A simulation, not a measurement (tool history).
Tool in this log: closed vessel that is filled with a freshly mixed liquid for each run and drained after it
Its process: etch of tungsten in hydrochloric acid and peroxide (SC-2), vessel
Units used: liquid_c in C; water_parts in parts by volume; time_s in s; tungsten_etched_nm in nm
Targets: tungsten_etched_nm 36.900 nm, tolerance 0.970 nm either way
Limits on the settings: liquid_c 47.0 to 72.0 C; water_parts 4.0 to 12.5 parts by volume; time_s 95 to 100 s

{"run": 1, "day": 0.0, "liquid_c": 63.0, "water_parts": 7.0, "time_s": 95, "tungsten_etched_nm": 66.549}
{"run": 2, "day": 0.088, "liquid_c": 63.0, "water_parts": 7.0, "time_s": 100, "tungsten_etched_nm": 69.876}
{"run": 3, "day": 0.171, "liquid_c": 60.0, "water_parts": 7.0, "time_s": 100, "tungsten_etched_nm": 57.886}
{"run": 4, "day": 0.554, "liquid_c": 66.5, "water_parts": 7.0, "time_s": 100, "tungsten_etched_nm": 86.944}
{"run": 5, "day": 0.758, "liquid_c": 66.5, "water_parts": 5.5, "time_s": 100, "tungsten_etched_nm": 103.25}
{"run": 6, "day": 1.0, "liquid_c": 61.5, "water_parts": 5.5, "time_s": 100, "tungsten_etched_nm": 76.221}
{"run": 7, "day": 1.054, "liquid_c": 61.5, "water_parts": 5.5, "time_s": 100, "tungsten_etched_nm": 77.144}
{"run": 8, "day": 1.358, "liquid_c": 57.5, "water_parts": 5.5, "time_s": 100, "tungsten_etched_nm": 59.824}
{"run": 9, "day": 1.579, "liquid_c": 55.0, "water_parts": 5.5, "time_s": 100, "tungsten_etched_nm": 50.746}
{"run": 10, "day": 1.671, "liquid_c": 53.5, "water_parts": 5.5, "time_s": 100, "tungsten_etched_nm": 46.037}
{"run": 11, "day": 1.758, "liquid_c": 53.5, "water_parts": 5.5, "time_s": 100, "tungsten_etched_nm": 45.906}
{"run": 12, "day": 1.908, "liquid_c": 52.5, "water_parts": 5.5, "time_s": 100, "tungsten_etched_nm": 43.179}
{"run": 13, "day": 2.225, "liquid_c": 51.5, "water_parts": 5.5, "time_s": 100, "tungsten_etched_nm": 40.364}
{"run": 14, "day": 2.338, "liquid_c": 51.0, "water_parts": 5.5, "time_s": 100, "tungsten_etched_nm": 38.733}

Which one of the following 4 next-run settings gets every result inside its allowed miss? There is exactly one.
{"run": "A", "day": 2.45, "liquid_c": 53.5, "water_parts": 7.5, "time_s": 95, "tungsten_etched_nm": "?"}
{"run": "B", "day": 2.45, "liquid_c": 52.0, "water_parts": 7.0, "time_s": 100, "tungsten_etched_nm": "?"}
{"run": "C", "day": 2.45, "liquid_c": 51.5, "water_parts": 6.5, "time_s": 95, "tungsten_etched_nm": "?"}
{"run": "D", "day": 2.45, "liquid_c": 50.0, "water_parts": 5.0, "time_s": 95, "tungsten_etched_nm": "?"}

move=A tungsten_etched_nm=34.425
move=B tungsten_etched_nm=34.668
move=C tungsten_etched_nm=33.740
move=D tungsten_etched_nm=37.088
A: takes the result that was furthest off past its target
B: takes the result that was furthest off past its target
C: takes the result that was furthest off past its target
D: all results in spec
D meets every target.
